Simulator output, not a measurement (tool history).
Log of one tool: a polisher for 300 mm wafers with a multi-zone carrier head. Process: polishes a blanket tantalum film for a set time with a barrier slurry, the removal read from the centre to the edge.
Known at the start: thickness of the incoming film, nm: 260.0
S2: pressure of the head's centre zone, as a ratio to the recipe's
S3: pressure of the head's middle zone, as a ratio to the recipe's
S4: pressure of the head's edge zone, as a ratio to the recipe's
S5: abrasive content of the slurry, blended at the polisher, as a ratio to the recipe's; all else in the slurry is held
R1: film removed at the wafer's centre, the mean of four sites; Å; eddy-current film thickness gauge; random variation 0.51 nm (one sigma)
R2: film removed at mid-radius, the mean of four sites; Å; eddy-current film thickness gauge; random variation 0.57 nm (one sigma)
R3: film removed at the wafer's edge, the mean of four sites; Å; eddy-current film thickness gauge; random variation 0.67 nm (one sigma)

Run 1, hour 0: flow of slurry (ml/min) 205, S2 1, S3 1, S4 1, S5 1, polishing time (s) 74. Result: R1 823.12 Å, R2 814.74 Å, R3 846.59 Å.
Run 2, hour 8.6: flow of slurry (ml/min) 205, S2 1, S3 0.95, S4 1, S5 1, polishing time (s) 74. Result: R1 826.59 Å, R2 782.58 Å, R3 830.76 Å.
Run 3, hour 13.3: flow of slurry (ml/min) 205, S2 1, S3 0.95, S4 1, S5 1.1, polishing time (s) 74. Result: R1 817.74 Å, R2 807.39 Å, R3 848.78 Å.
Run 4, hour 15.1: flow of slurry (ml/min) 205, S2 1, S3 1.03, S4 1, S5 1.1, polishing time (s) 74. Result: R1 834.13 Å, R2 854.62 Å, R3 849.45 Å.
Run 5, hour 16.1: flow of slurry (ml/min) 205, S2 1, S3 1.03, S4 1.08, S5 1.1, polishing time (s) 74. Result: R1 845.63 Å, R2 869.68 Å, R3 889.49 Å.
Run 6, hour 21.6: flow of slurry (ml/min) 185, S2 1, S3 1.03, S4 1.08, S5 1.1, polishing time (s) 74. Result: R1 823.07 Å, R2 848.4 Å, R3 875.85 Å.

Forecast run 7:
Run 7, hour 23.9: flow of slurry (ml/min) 185, S2 0.91, S3 1.02, S4 0.98, S5 0.85, polishing time (s) 61. Result: R1 ?, R2 ?, R3 ?.

{"run 7": {"R1": 588.04, "R2": 663.18, "R3": 655.19}}
